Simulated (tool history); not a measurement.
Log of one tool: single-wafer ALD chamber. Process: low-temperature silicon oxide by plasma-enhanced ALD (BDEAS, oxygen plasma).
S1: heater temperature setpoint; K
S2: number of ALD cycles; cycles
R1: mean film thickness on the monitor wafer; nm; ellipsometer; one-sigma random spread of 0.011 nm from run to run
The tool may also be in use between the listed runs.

{"run": 1, "hour": 0.0, "S1": 393.15, "S2": 44, "R1": 6.0576}
{"run": 2, "hour": 2.6, "S1": 394.15, "S2": 43, "R1": 5.9423}
{"run": 3, "hour": 11.2, "S1": 404.15, "S2": 43, "R1": 5.8258}
{"run": 4, "hour": 13.2, "S1": 404.15, "S2": 46, "R1": 6.2378}
{"run": 5, "hour": 19.8, "S1": 404.15, "S2": 41, "R1": 5.5587}
{"run": 6, "hour": 23.4, "S1": 400.15, "S2": 41, "R1": 5.6066}
{"run": 7, "hour": 30.3, "S1": 401.15, "S2": 40, "R1": 5.4637}
{"run": 8, "hour": 32.6, "S1": 402.15, "S2": 39, "R1": 5.286}
{"run": 9, "hour": 41.6, "S1": 402.15, "S2": 39, "R1": 5.2999}
{"run": 10, "hour": 42.7, "S1": 403.15, "S2": 39, "R1": 5.3057}
{"run": 11, "hour": 48.6, "S1": 404.15, "S2": 39, "R1": 5.2903}
{"run": 12, "hour": 54.7, "S1": 405.15, "S2": 39, "R1": 5.267}
{"run": 13, "hour": 59.3, "S1": 406.15, "S2": 39, "R1": 5.2439}
{"hour": 60.0, "done": "thermocouple changed; heater temperature recalibrated"}
{"run": 14, "hour": 60.0, "S1": 407.15, "S2": 39, "R1": 5.2364}
{"run": 15, "hour": 68.2, "S1": 411.15, "S2": 36, "R1": 4.8132}
{"run": 16, "hour": 71.4, "S1": 410.15, "S2": 36, "R1": 4.7897}

Forecast run 17:
{"run": 17, "hour": 76.4, "S1": 409.15, "S2": 36, "R1": "?"}

R1: 4.8225 nm
